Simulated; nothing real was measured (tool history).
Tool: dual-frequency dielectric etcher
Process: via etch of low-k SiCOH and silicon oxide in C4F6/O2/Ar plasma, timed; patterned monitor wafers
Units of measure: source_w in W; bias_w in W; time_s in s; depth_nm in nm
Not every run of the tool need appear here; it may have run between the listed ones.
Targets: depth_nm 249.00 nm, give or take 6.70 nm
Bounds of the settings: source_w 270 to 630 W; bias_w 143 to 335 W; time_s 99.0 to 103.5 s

run,hour,source_w,bias_w,time_s,depth_nm
1,0.0,450,239,99.0,287.64
2,8.4,430,235,99.0,282.21
3,9.1,430,203,99.0,270.42
4,15.3,420,201,99.0,267.35
5,22.8,410,199,99.0,264.40
6,27.9,400,197,99.0,261.15
7,30.4,390,196,99.0,259.54
8,32.5,380,195,99.0,257.50
9,34.7,380,194,99.0,258.06
10,43.6,380,193,99.0,256.84
11,44.6,380,192,99.0,257.01
12,49.6,380,191,99.0,255.62
13,57.4,380,190,99.0,255.14

4 candidate next runs follow, results not yet known. Just one meets every target within its allowed miss. Identify it.
A,65.2,350,194,99.0,?
B,65.2,400,185,100.5,?
C,65.2,360,197,103.5,?
D,65.2,370,197,100.5,?

move,depth_nm
A,250.19
B,259.75
C,264.71
D,258.93
A: meets every target
B: further off than the last run
C: further off than the last run
D: further off than the last run
So the answer is move A, the one that meets all the targets.

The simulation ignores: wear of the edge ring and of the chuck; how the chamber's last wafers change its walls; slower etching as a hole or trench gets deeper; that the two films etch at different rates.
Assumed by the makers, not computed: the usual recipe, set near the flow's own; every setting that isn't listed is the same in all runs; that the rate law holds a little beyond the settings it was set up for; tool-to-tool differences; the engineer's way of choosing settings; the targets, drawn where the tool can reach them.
